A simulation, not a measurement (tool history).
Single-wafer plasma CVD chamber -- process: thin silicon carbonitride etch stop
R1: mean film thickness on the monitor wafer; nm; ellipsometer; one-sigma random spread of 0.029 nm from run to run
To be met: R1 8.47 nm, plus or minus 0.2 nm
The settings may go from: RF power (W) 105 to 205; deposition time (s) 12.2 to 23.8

run 1 hour=0 | RF_power_(W)=155 deposition_time_(s)=18 | R1=9.8984
run 2 hour=7.8 | RF_power_(W)=150 deposition_time_(s)=17.7 | R1=9.7116
run 3 hour=8.8 | RF_power_(W)=145 deposition_time_(s)=17.4 | R1=9.3261
run 4 hour=9.9 | RF_power_(W)=140 deposition_time_(s)=17.3 | R1=9.232
run 5 hour=13.1 | RF_power_(W)=135 deposition_time_(s)=17.2 | R1=9.0344
run 6 hour=16.7 | RF_power_(W)=135 deposition_time_(s)=15 | R1=7.8937
run 7 hour=17.5 | RF_power_(W)=135 deposition_time_(s)=15 | R1=7.8576
run 8 hour=24.3 | RF_power_(W)=140 deposition_time_(s)=15.1 | R1=7.9887
run 9 hour=32.3 | RF_power_(W)=140 deposition_time_(s)=15.2 | R1=8.1175
run 10 hour=38.5 | RF_power_(W)=140 deposition_time_(s)=15.2 | R1=8.1023

Consider the 4 candidate settings below. Which is the only one whose results all fall within their allowed miss of target?
run A hour=44.7 | RF_power_(W)=145 deposition_time_(s)=15.7 | R1=?
run B hour=44.7 | RF_power_(W)=135 deposition_time_(s)=14.7 | R1=?
run C hour=44.7 | RF_power_(W)=135 deposition_time_(s)=15 | R1=?
run D hour=44.7 | RF_power_(W)=140 deposition_time_(s)=14.9 | R1=?

move=A R1=8.4266
move=B R1=7.698
move=C R1=7.8551
move=D R1=7.9014
A: meets every target
B: the biggest miss grows against the last run
C: the biggest miss grows against the last run
D: the biggest miss grows against the last run
A meets every target.

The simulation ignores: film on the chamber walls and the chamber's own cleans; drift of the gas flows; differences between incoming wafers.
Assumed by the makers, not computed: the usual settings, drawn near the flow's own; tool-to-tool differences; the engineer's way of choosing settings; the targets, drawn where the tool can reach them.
